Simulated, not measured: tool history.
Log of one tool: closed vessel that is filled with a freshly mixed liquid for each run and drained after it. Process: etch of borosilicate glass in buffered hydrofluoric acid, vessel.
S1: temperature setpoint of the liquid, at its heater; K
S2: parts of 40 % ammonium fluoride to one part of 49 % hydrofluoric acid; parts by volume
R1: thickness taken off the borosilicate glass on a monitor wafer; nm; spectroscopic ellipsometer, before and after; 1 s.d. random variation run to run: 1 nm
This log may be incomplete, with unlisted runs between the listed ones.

run 1 day=0.000 | S1=297.15 S2=10.0 time_in_the_liquid_(s)=35 | R1=49.974
run 2 day=0.221 | S1=297.15 S2=10.0 time_in_the_liquid_(s)=35 | R1=48.823
run 3 day=0.446 | S1=298.15 S2=9.5 time_in_the_liquid_(s)=35 | R1=54.956
run 4 day=0.808 | S1=300.65 S2=9.5 time_in_the_liquid_(s)=35 | R1=61.670
run 5 day=0.896 | S1=302.65 S2=9.5 time_in_the_liquid_(s)=35 | R1=68.950
run 6 day=1.246 | S1=302.65 S2=8.0 time_in_the_liquid_(s)=35 | R1=79.943

For run 7, what comes out?
run 7 day=1.475 | S1=303.15 S2=8.0 time_in_the_liquid_(s)=35 | R1=?

Run 7 measured R1 82.831 nm.

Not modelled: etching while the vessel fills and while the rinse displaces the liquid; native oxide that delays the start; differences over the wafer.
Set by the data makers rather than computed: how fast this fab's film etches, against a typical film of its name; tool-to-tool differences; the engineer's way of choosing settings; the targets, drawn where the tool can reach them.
